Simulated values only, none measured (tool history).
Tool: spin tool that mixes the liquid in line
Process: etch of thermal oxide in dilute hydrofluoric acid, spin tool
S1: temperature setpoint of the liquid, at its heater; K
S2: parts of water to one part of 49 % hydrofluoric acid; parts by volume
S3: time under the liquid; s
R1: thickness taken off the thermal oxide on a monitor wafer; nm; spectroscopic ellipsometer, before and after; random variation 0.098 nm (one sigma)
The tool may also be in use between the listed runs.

{"run": 1, "day": 0.0, "S1": 295.15, "S2": 110, "S3": 185, "R1": 6.996}
{"run": 2, "day": 0.179, "S1": 295.15, "S2": 110, "S3": 200, "R1": 7.5895}
{"run": 3, "day": 0.271, "S1": 297.15, "S2": 105, "S3": 200, "R1": 8.6294}
{"run": 4, "day": 0.646, "S1": 297.15, "S2": 125, "S3": 200, "R1": 7.1268}
{"run": 5, "day": 0.767, "S1": 298.65, "S2": 125, "S3": 200, "R1": 7.4875}
{"run": 6, "day": 1.133, "S1": 299.65, "S2": 120, "S3": 200, "R1": 8.0681}
{"run": 7, "day": 1.296, "S1": 300.65, "S2": 115, "S3": 200, "R1": 8.9116}
{"run": 8, "day": 1.458, "S1": 301.15, "S2": 110, "S3": 200, "R1": 9.4918}
{"run": 9, "day": 1.754, "S1": 301.65, "S2": 105, "S3": 200, "R1": 10.347}

Run 10 comes next. What will it give?
{"run": 10, "day": 1.983, "S1": 302.15, "S2": 105, "S3": 200, "R1": "?"}

R1: 10.3850 nm
